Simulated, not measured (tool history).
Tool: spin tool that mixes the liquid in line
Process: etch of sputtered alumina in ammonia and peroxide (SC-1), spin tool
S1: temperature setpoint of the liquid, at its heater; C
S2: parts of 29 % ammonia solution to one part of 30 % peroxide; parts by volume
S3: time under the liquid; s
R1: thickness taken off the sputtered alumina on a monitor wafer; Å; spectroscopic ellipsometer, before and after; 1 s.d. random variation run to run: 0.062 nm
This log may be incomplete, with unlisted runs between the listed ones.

run,day,S1,S2,S3,R1
1,0.000,54.0,0.5,100,37.588
2,0.292,55.5,0.5,100,40.202
3,0.583,55.5,0.5,100,39.814
4,0.800,55.5,0.5,100,40.124
5,1.125,57.0,0.5,100,43.822
6,1.254,60.5,0.5,100,51.875

What does the tool deliver on the next run?
7,1.579,61.0,0.5,100,?

R1: 53.489 Å
